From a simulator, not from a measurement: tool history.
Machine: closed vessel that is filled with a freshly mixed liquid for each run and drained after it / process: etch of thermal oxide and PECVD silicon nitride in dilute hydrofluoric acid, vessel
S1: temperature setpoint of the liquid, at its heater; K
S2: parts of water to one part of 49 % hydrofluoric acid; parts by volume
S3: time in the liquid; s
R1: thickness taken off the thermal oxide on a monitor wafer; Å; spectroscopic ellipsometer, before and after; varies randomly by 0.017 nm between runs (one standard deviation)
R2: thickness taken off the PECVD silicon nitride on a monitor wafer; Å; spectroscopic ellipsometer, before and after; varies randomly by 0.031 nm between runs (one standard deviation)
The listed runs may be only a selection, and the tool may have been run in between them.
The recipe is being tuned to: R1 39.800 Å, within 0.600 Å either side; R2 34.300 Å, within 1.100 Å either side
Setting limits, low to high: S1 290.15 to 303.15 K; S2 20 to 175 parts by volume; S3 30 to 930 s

Run 1, hour 0.0: S1 295.15 K, S2 95 parts by volume, S3 475 s. Result: R1 216.260 Å, R2 190.500 Å.
Run 2, hour 6.9: S1 296.65 K, S2 95 parts by volume, S3 475 s. Result: R1 227.720 Å, R2 213.010 Å.
Run 3, hour 15.6: S1 296.65 K, S2 65 parts by volume, S3 475 s. Result: R1 346.450 Å, R2 304.930 Å.
Run 4, hour 20.7: S1 295.15 K, S2 90 parts by volume, S3 435 s. Result: R1 209.670 Å, R2 183.770 Å.
Run 5, hour 28.6: S1 295.15 K, S2 90 parts by volume, S3 585 s. Result: R1 281.710 Å, R2 248.580 Å.
Run 6, hour 32.6: S1 295.15 K, S2 90 parts by volume, S3 685 s. Result: R1 328.740 Å, R2 291.550 Å.
Run 7, hour 38.8: S1 294.15 K, S2 110 parts by volume, S3 590 s. Result: R1 216.350 Å, R2 192.790 Å.
Run 8, hour 45.7: S1 294.15 K, S2 110 parts by volume, S3 590 s. Result: R1 217.470 Å, R2 195.090 Å.
Run 9, hour 51.3: S1 293.15 K, S2 125 parts by volume, S3 490 s. Result: R1 149.540 Å, R2 132.140 Å.
Run 10, hour 53.8: S1 290.15 K, S2 165 parts by volume, S3 260 s. Result: R1 51.631 Å, R2 43.023 Å.
Run 11, hour 60.6: S1 290.15 K, S2 165 parts by volume, S3 240 s. Result: R1 47.527 Å, R2 40.163 Å.
Run 12, hour 66.1: S1 290.15 K, S2 165 parts by volume, S3 235 s. Result: R1 46.367 Å, R2 39.351 Å.
Run 13, hour 73.9: S1 290.15 K, S2 165 parts by volume, S3 230 s. Result: R1 45.425 Å, R2 38.411 Å.
Run 14, hour 77.1: S1 290.15 K, S2 165 parts by volume, S3 230 s. Result: R1 45.372 Å, R2 39.261 Å.
Run 15, hour 79.7: S1 290.15 K, S2 170 parts by volume, S3 225 s. Result: R1 42.676 Å, R2 36.173 Å.

Which one of the following 4 next-run settings gets every result inside its allowed miss? There is exactly one.
Run A, hour 82.3: S1 290.15 K, S2 145 parts by volume, S3 205 s. Result: R1 ?, R2 ?.
Run B, hour 82.3: S1 291.65 K, S2 175 parts by volume, S3 225 s. Result: R1 ?, R2 ?.
Run C, hour 82.3: S1 290.15 K, S2 145 parts by volume, S3 210 s. Result: R1 ?, R2 ?.
Run D, hour 82.3: S1 290.15 K, S2 175 parts by volume, S3 215 s. Result: R1 ?, R2 ?.

move      R1      R2
   A  46.491  38.635
   B  43.630  39.157
   C  47.625  39.577
   D  39.256  33.812
A: moves away from the targets compared with the last run
B: moves away from the targets compared with the last run
C: moves away from the targets compared with the last run
D: hits every target within its allowed miss
The move that meets every target is D.
